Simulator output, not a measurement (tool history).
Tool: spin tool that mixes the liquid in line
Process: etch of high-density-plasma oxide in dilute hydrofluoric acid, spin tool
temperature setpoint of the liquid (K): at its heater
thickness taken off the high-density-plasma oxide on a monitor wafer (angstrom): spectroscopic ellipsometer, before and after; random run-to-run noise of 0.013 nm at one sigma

run  hour  temperature setpoint of the liquid (K)  parts of water to one part of 49 % hydrofluoric acid (parts by volume)  time under the liquid (s)  thickness taken off the high-density-plasma oxide on a monitor wafer (angstrom)
  1   0.0                                  296.15                                                                     245                         60                                                                          11.4340
  2   7.6                                  296.15                                                                     315                         60                                                                           8.4599
  3  10.4                                  292.65                                                                     315                         60                                                                           7.5156
  4  18.8                                  294.65                                                                     295                         60                                                                           8.7052
  5  26.3                                  296.15                                                                     280                         60                                                                           9.6972
  6  31.9                                  296.15                                                                     245                         60                                                                          11.6860
  7  40.5                                  297.15                                                                     240                         60                                                                          12.1520
  8  44.1                                  298.15                                                                     235                         60                                                                          13.0260
  9  50.3                                  299.15                                                                     235                         60                                                                          13.5450

Estimate the outcome of run 10 from the log above:
 10  59.1                                  300.15                                                                     235                         60                                                                                ?

thickness taken off the high-density-plasma oxide on a monitor wafer (angstrom): 13.9440
